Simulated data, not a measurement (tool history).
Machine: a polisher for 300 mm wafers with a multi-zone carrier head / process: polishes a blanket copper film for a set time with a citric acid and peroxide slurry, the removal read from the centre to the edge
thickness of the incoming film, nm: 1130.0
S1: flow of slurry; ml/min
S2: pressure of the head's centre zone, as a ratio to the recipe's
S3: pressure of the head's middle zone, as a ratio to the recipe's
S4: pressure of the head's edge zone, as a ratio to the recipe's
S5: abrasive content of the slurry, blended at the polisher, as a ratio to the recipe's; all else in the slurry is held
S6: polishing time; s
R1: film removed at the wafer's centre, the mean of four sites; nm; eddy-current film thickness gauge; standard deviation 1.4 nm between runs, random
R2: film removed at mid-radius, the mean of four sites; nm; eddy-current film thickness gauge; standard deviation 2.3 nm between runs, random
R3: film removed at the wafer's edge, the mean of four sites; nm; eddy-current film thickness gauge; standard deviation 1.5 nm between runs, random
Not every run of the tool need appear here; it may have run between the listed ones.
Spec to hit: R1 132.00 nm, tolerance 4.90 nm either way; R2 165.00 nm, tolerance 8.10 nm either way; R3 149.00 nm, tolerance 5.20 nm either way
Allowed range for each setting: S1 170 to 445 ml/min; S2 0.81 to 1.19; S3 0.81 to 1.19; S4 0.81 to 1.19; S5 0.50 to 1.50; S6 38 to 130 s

run,hour,S1,S2,S3,S4,S5,S6,R1,R2,R3
1,0.0,285,1.00,1.00,1.00,1.00,84,129.51,127.69,134.40
2,2.0,285,1.04,1.00,1.00,1.00,84,136.07,127.24,134.89
3,9.0,285,0.96,1.00,1.00,1.00,84,124.57,129.98,134.74
4,16.0,290,0.95,1.04,1.01,1.05,84,127.60,138.52,136.55
5,19.4,290,0.95,1.04,0.93,1.05,84,124.48,136.36,131.92
6,21.4,225,0.95,1.04,0.93,1.05,84,123.82,135.77,131.63
7,23.7,225,0.94,1.06,0.95,1.10,85,121.76,138.40,132.72
8,32.4,235,0.94,1.08,0.96,1.15,86,125.10,144.80,135.39
9,41.2,235,0.93,1.09,0.97,1.20,87,128.51,148.27,144.07
10,46.8,240,0.93,1.11,0.97,1.20,87,128.33,153.78,142.24

5 candidate next runs follow, results not yet known. Just one meets every target within its allowed miss. Identify it.
A,52.4,255,0.87,1.02,0.99,1.25,86,?,?,?
B,52.4,340,0.89,1.13,0.97,1.00,93,?,?,?
C,52.4,175,0.93,1.05,1.03,1.15,90,?,?,?
D,52.4,440,0.94,1.04,0.93,1.50,74,?,?,?
E,52.4,225,0.86,0.99,1.02,1.50,81,?,?,?

move,R1,R2,R3
A,120.93,139.78,146.60
B,130.90,160.77,151.95
C,125.37,139.59,147.13
D,123.97,134.03,133.29
E,115.72,132.21,144.57
A: further off than the last run
B: all results in spec
C: further off than the last run
D: further off than the last run
E: further off than the last run
Correct choice: B, which meets every target
